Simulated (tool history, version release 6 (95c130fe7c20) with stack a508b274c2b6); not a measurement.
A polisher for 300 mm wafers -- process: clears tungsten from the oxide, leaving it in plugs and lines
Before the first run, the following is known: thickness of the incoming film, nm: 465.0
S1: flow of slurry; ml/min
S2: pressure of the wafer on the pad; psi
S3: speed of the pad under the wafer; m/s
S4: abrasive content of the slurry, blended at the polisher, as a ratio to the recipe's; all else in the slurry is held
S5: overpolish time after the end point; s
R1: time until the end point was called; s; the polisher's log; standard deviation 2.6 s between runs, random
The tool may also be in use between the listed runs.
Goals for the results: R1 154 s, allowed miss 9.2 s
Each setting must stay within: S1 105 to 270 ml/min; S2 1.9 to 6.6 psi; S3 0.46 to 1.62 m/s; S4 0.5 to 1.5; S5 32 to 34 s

run  hour   S1   S2    S3    S4  S5      R1
  1     0  175  4.2  1.04     1  32  89.246
  2     2  175  4.2  1.04  0.85  32  94.577
  3   4.1  195  4.2  1.04  0.85  32  91.855
  4   5.4  195  3.6  1.02  0.85  32  109.62
  5   8.8  195  3.3  1.02  0.85  32  115.04
  6  14.8  195    3     1  0.85  32  128.82
  7  17.1  195  2.8     1  0.85  32  138.31
  8  18.5  195  2.7     1  0.85  32  138.65

Which one of the following 5 next-run settings gets every result inside its allowed miss? There is exactly one.
  A  19.9  150  2.6  1.28   0.9  34   ?
  B  19.9  200  3.1  1.14   0.7  32   ?
  C  19.9  180  2.3  1.04  0.95  32   ?
  D  19.9  215  2.9   1.1   0.9  32   ?
  E  19.9  170  2.7  0.82   0.7  32   ?

move      R1
   A  123.95
   B  117.66
   C  155.45
   D  120.26
   E   175.5
A: moves away from the targets compared with the last run
B: moves away from the targets compared with the last run
C: all results land within tolerance of their targets
D: moves away from the targets compared with the last run
E: carries the result that was furthest off beyond its target, to the other side
Correct choice: C, which meets every target
